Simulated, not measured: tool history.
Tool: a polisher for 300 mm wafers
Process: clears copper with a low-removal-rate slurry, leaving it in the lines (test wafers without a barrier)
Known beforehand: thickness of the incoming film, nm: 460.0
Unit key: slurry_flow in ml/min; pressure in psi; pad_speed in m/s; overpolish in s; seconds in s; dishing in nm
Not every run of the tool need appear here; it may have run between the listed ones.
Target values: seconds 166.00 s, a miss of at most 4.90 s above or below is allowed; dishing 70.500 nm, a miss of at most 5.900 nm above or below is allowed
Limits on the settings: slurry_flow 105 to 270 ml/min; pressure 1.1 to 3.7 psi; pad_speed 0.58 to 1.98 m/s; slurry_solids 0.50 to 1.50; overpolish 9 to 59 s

Run 1, hour 0.0: slurry_flow 175 ml/min, pressure 2.4 psi, pad_speed 1.28 m/s, slurry_solids 1.00, overpolish 30 s. Result: seconds 134.93 s, dishing 54.230 nm.
Run 2, hour 4.1: slurry_flow 145 ml/min, pressure 2.4 psi, pad_speed 1.28 m/s, slurry_solids 1.00, overpolish 30 s. Result: seconds 140.97 s, dishing 54.542 nm.
Run 3, hour 10.7: slurry_flow 185 ml/min, pressure 2.4 psi, pad_speed 1.28 m/s, slurry_solids 1.00, overpolish 30 s. Result: seconds 134.69 s, dishing 56.335 nm.
Run 4, hour 18.4: slurry_flow 185 ml/min, pressure 2.4 psi, pad_speed 1.40 m/s, slurry_solids 1.00, overpolish 30 s. Result: seconds 122.69 s, dishing 60.320 nm.
Run 5, hour 20.2: slurry_flow 225 ml/min, pressure 2.4 psi, pad_speed 1.40 m/s, slurry_solids 1.00, overpolish 30 s. Result: seconds 119.44 s, dishing 60.600 nm.
Run 6, hour 25.3: slurry_flow 225 ml/min, pressure 1.8 psi, pad_speed 1.40 m/s, slurry_solids 1.00, overpolish 30 s. Result: seconds 157.67 s, dishing 50.848 nm.
Run 7, hour 30.8: slurry_flow 225 ml/min, pressure 1.8 psi, pad_speed 1.40 m/s, slurry_solids 1.00, overpolish 33 s. Result: seconds 156.71 s, dishing 52.893 nm.
Run 8, hour 34.4: slurry_flow 200 ml/min, pressure 1.7 psi, pad_speed 1.40 m/s, slurry_solids 1.00, overpolish 47 s. Result: seconds 167.62 s, dishing 62.149 nm.
Run 9, hour 41.2: slurry_flow 200 ml/min, pressure 1.7 psi, pad_speed 1.40 m/s, slurry_solids 1.00, overpolish 48 s. Result: seconds 172.35 s, dishing 63.550 nm.
Run 10, hour 46.3: slurry_flow 200 ml/min, pressure 1.7 psi, pad_speed 1.40 m/s, slurry_solids 1.00, overpolish 49 s. Result: seconds 168.35 s, dishing 63.979 nm.
Run 11, hour 53.6: slurry_flow 200 ml/min, pressure 1.7 psi, pad_speed 1.40 m/s, slurry_solids 1.00, overpolish 50 s. Result: seconds 171.06 s, dishing 64.191 nm.

Exercise: of the 4 proposed moves below, exactly one satisfies all targets within the stated allowed misses. Which move is it?
Run A, hour 60.9: slurry_flow 220 ml/min, pressure 1.5 psi, pad_speed 1.62 m/s, slurry_solids 0.90, overpolish 38 s. Result: seconds ?, dishing ?.
Run B, hour 60.9: slurry_flow 160 ml/min, pressure 1.4 psi, pad_speed 1.92 m/s, slurry_solids 0.90, overpolish 39 s. Result: seconds ?, dishing ?.
Run C, hour 60.9: slurry_flow 205 ml/min, pressure 1.9 psi, pad_speed 1.30 m/s, slurry_solids 0.95, overpolish 58 s. Result: seconds ?, dishing ?.
Run D, hour 60.9: slurry_flow 205 ml/min, pressure 1.6 psi, pad_speed 1.66 m/s, slurry_solids 1.00, overpolish 41 s. Result: seconds ?, dishing ?.

move  seconds  dishing
   A   167.80   54.616
   B   158.74   56.731
   C   165.27   70.797
   D   151.88   60.763
A: misses by more than the last run did
B: misses by more than the last run did
C: every result within its allowed miss
D: misses by more than the last run did
Correct choice: C, which meets every target
